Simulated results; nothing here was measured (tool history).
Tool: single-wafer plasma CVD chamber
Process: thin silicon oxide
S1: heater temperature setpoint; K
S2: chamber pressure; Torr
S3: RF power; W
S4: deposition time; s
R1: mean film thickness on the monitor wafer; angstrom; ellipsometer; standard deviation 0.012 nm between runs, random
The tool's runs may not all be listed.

run  hour      S1     S2   S3    S4      R1
  1   0.0  698.15  0.999  225  3.55  64.801
  2   1.2  698.15  0.953  225  3.55  63.428
  3   4.1  698.15  1.088  225  3.55  67.718
  4   8.9  698.15  1.220  225  3.55  70.831
  5  14.8  706.15  1.220  225  3.55  70.512
  6  19.7  707.15  1.090  225  3.55  66.928
  7  27.0  707.15  0.991  225  3.55  64.377

Run 8 comes next. What will it give?
  8  30.4  707.15  0.918  225  3.55   ?

Run 8 produced R1 61.794 angstrom.
